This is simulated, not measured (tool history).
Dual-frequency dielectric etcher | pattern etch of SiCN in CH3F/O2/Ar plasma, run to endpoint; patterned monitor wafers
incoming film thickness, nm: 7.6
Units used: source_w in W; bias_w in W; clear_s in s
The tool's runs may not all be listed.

run,hour,source_w,bias_w,clear_s
1,0.0,280,73,21.184
2,3.9,230,73,22.421
3,10.6,190,73,22.763
4,14.8,220,73,22.186
5,20.8,220,72,22.548
6,22.0,200,71,22.982
7,28.4,200,71,23.026

What will run 8 give?
8,35.4,200,71,?

clear_s: 23.129 s
